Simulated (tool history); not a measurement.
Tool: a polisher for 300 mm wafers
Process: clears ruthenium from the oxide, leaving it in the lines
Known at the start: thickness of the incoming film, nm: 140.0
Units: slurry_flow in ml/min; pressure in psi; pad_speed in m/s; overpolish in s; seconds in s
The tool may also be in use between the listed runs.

| run | hour | slurry_flow | pressure | pad_speed | overpolish | seconds |
|---|---|---|---|---|---|---|
| 1 | 0 | 155 | 2.2 | 1.06 | 30 | 90.74 |
| 2 | 8.1 | 155 | 2.2 | 1.32 | 30 | 75.968 |
| 3 | 12.6 | 155 | 1.9 | 1.26 | 30 | 91.58 |
| 4 | 14 | 155 | 1.7 | 1.22 | 30 | 103.17 |
| 5 | 22.5 | 155 | 1.7 | 1.44 | 30 | 89.856 |
| 6 | 30.8 | 190 | 1.7 | 1.44 | 30 | 86.777 |

The next listed run, before its measurement:
| 7 | 36.6 | 190 | 1.5 | 1.34 | 30 | ? |

Run 7 gave seconds 105.9 s.

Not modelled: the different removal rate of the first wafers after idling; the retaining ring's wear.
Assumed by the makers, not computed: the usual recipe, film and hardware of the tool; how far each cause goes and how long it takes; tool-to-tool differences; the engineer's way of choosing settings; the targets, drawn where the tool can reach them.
